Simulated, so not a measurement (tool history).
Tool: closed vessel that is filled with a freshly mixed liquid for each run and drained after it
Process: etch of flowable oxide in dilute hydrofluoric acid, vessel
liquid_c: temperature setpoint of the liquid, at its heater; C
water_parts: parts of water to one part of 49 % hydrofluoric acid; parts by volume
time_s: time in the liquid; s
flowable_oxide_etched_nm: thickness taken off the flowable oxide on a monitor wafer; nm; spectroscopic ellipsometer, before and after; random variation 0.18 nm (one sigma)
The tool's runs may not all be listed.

run  hour  liquid_c  water_parts  time_s  flowable_oxide_etched_nm
  1     0        24          200     145                    22.399
  2     5      23.5          200     145                    22.379
  3   8.2      23.5          245     145                    17.416
  4  15.3        24          245     145                    17.928
  5  23.6        24          245     100                    12.367
  6  32.8        24          240     100                    12.386
  7  36.1        24          235     100                    12.938
  8    39        24          230     100                    13.056

Run 9 comes next. What will it give?
  9  42.9        24          225     100                         ?

{"run 9": {"flowable_oxide_etched_nm": 13.795}}
